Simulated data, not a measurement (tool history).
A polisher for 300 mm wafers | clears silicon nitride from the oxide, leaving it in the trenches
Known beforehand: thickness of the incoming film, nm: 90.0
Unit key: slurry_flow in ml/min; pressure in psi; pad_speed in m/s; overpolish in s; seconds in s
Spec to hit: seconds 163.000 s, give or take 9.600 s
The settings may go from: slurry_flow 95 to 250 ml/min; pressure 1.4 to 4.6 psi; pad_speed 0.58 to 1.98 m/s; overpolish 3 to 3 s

{"run": 1, "hour": 0.0, "slurry_flow": 160, "pressure": 3.0, "pad_speed": 1.28, "overpolish": 3, "seconds": 77.306}
{"run": 2, "hour": 5.2, "slurry_flow": 160, "pressure": 2.3, "pad_speed": 1.28, "overpolish": 3, "seconds": 102.15}
{"run": 3, "hour": 12.6, "slurry_flow": 160, "pressure": 2.2, "pad_speed": 1.26, "overpolish": 3, "seconds": 106.11}
{"run": 4, "hour": 17.3, "slurry_flow": 160, "pressure": 2.1, "pad_speed": 1.24, "overpolish": 3, "seconds": 115.45}
{"run": 5, "hour": 23.0, "slurry_flow": 130, "pressure": 2.1, "pad_speed": 1.24, "overpolish": 3, "seconds": 118.13}
{"run": 6, "hour": 32.0, "slurry_flow": 130, "pressure": 2.0, "pad_speed": 1.24, "overpolish": 3, "seconds": 122.88}
{"run": 7, "hour": 39.1, "slurry_flow": 130, "pressure": 1.9, "pad_speed": 1.24, "overpolish": 3, "seconds": 125.85}
{"run": 8, "hour": 41.2, "slurry_flow": 130, "pressure": 1.8, "pad_speed": 1.22, "overpolish": 3, "seconds": 136.69}
{"run": 9, "hour": 44.3, "slurry_flow": 130, "pressure": 1.7, "pad_speed": 1.22, "overpolish": 3, "seconds": 146.26}

Consider the 4 candidate settings below. Which is the only one whose results all fall within their allowed miss of target?
{"run": "A", "hour": 47.4, "slurry_flow": 125, "pressure": 1.5, "pad_speed": 1.22, "overpolish": 3, "seconds": "?"}
{"run": "B", "hour": 47.4, "slurry_flow": 140, "pressure": 1.7, "pad_speed": 1.26, "overpolish": 3, "seconds": "?"}
{"run": "C", "hour": 47.4, "slurry_flow": 95, "pressure": 1.7, "pad_speed": 1.34, "overpolish": 3, "seconds": "?"}
{"run": "D", "hour": 47.4, "slurry_flow": 165, "pressure": 1.6, "pad_speed": 1.26, "overpolish": 3, "seconds": "?"}

move=A seconds=163.940
move=B seconds=138.830
move=C seconds=139.650
move=D seconds=143.640
A: in spec on every target
B: its largest miss is bigger than the last run's
C: its largest miss is bigger than the last run's
D: its largest miss is bigger than the last run's
Go with A: it meets all targets.
